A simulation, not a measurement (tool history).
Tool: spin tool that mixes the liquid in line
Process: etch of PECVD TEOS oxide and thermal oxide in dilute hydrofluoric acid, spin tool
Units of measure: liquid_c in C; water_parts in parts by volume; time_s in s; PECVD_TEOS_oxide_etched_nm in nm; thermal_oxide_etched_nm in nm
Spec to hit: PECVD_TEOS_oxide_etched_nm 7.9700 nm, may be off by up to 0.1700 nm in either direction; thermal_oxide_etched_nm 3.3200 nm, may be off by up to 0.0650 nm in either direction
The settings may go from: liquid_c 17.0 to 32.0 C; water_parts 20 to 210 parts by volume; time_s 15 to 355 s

run 1 day=0.000 | liquid_c=24.0 water_parts=115 time_s=180 | PECVD_TEOS_oxide_etched_nm=16.5780 thermal_oxide_etched_nm=6.9900
run 2 day=0.025 | liquid_c=23.0 water_parts=125 time_s=180 | PECVD_TEOS_oxide_etched_nm=14.5270 thermal_oxide_etched_nm=6.0171
run 3 day=0.317 | liquid_c=22.5 water_parts=130 time_s=180 | PECVD_TEOS_oxide_etched_nm=13.6070 thermal_oxide_etched_nm=5.6880
run 4 day=0.438 | liquid_c=22.5 water_parts=130 time_s=130 | PECVD_TEOS_oxide_etched_nm=9.8920 thermal_oxide_etched_nm=4.1095
run 5 day=0.479 | liquid_c=22.5 water_parts=170 time_s=130 | PECVD_TEOS_oxide_etched_nm=7.1702 thermal_oxide_etched_nm=2.9818
run 6 day=0.712 | liquid_c=22.5 water_parts=170 time_s=170 | PECVD_TEOS_oxide_etched_nm=9.3691 thermal_oxide_etched_nm=3.9161
run 7 day=0.967 | liquid_c=22.0 water_parts=170 time_s=170 | PECVD_TEOS_oxide_etched_nm=9.2087 thermal_oxide_etched_nm=3.8721
run 8 day=1.212 | liquid_c=21.5 water_parts=170 time_s=170 | PECVD_TEOS_oxide_etched_nm=9.0580 thermal_oxide_etched_nm=3.7923
run 9 day=1.517 | liquid_c=21.0 water_parts=170 time_s=170 | PECVD_TEOS_oxide_etched_nm=8.8338 thermal_oxide_etched_nm=3.6880
run 10 day=1.612 | liquid_c=20.5 water_parts=170 time_s=170 | PECVD_TEOS_oxide_etched_nm=8.7119 thermal_oxide_etched_nm=3.6037
run 11 day=1.783 | liquid_c=20.0 water_parts=170 time_s=170 | PECVD_TEOS_oxide_etched_nm=8.5440 thermal_oxide_etched_nm=3.5268
run 12 day=2.004 | liquid_c=19.5 water_parts=170 time_s=170 | PECVD_TEOS_oxide_etched_nm=8.3658 thermal_oxide_etched_nm=3.4661
run 13 day=2.171 | liquid_c=19.5 water_parts=170 time_s=170 | PECVD_TEOS_oxide_etched_nm=8.3672 thermal_oxide_etched_nm=3.4651

Exercise: of the 4 proposed moves below, exactly one satisfies all targets within the stated allowed misses. Which move is it?
run A day=2.338 | liquid_c=20.0 water_parts=185 time_s=185 | PECVD_TEOS_oxide_etched_nm=? thermal_oxide_etched_nm=?
run B day=2.338 | liquid_c=19.5 water_parts=145 time_s=135 | PECVD_TEOS_oxide_etched_nm=? thermal_oxide_etched_nm=?
run C day=2.338 | liquid_c=17.0 water_parts=135 time_s=145 | PECVD_TEOS_oxide_etched_nm=? thermal_oxide_etched_nm=?
run D day=2.338 | liquid_c=22.5 water_parts=165 time_s=145 | PECVD_TEOS_oxide_etched_nm=? thermal_oxide_etched_nm=?

move=A PECVD_TEOS_oxide_etched_nm=8.3890 thermal_oxide_etched_nm=3.5206
move=B PECVD_TEOS_oxide_etched_nm=7.9926 thermal_oxide_etched_nm=3.3543
move=C PECVD_TEOS_oxide_etched_nm=8.4318 thermal_oxide_etched_nm=3.5386
move=D PECVD_TEOS_oxide_etched_nm=8.2835 thermal_oxide_etched_nm=3.4764
A: the biggest miss grows against the last run
B: meets every target
C: the biggest miss grows against the last run
D: as far off as the last run
Correct choice: B, which meets every target
